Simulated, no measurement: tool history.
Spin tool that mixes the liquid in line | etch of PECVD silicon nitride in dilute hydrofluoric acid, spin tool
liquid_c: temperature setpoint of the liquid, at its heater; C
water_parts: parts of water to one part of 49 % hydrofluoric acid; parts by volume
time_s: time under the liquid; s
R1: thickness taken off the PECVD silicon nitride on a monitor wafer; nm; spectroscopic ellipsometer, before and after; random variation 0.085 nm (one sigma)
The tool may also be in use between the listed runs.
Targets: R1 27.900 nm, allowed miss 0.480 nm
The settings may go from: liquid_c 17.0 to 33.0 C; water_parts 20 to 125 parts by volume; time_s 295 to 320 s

run 1 day=0.000 | liquid_c=25.0 water_parts=70 time_s=295 | R1=12.227
run 2 day=0.304 | liquid_c=27.5 water_parts=65 time_s=295 | R1=15.499
run 3 day=0.667 | liquid_c=29.0 water_parts=65 time_s=295 | R1=17.107
run 4 day=0.700 | liquid_c=30.5 water_parts=60 time_s=295 | R1=20.331
run 5 day=1.033 | liquid_c=31.5 water_parts=55 time_s=295 | R1=23.636
run 6 day=1.233 | liquid_c=31.5 water_parts=75 time_s=295 | R1=17.290
-- day=1.583 hydrofluoric acid flow meter replaced
run 7 day=1.583 | liquid_c=33.0 water_parts=45 time_s=295 | R1=34.052
run 8 day=1.862 | liquid_c=32.0 water_parts=45 time_s=295 | R1=32.111
run 9 day=2.000 | liquid_c=31.5 water_parts=45 time_s=295 | R1=30.767
run 10 day=2.042 | liquid_c=31.0 water_parts=45 time_s=295 | R1=29.929

Which of these 4 next moves meets every target?
run A day=2.083 | liquid_c=29.0 water_parts=40 time_s=320 | R1=?
run B day=2.083 | liquid_c=31.0 water_parts=45 time_s=305 | R1=?
run C day=2.083 | liquid_c=31.5 water_parts=50 time_s=295 | R1=?
run D day=2.083 | liquid_c=31.5 water_parts=45 time_s=305 | R1=?

move=A R1=32.016
move=B R1=30.932
move=C R1=27.831
move=D R1=31.939
A: further off than the last run
B: further off than the last run
C: meets every target
D: further off than the last run
Move C is the one to make.
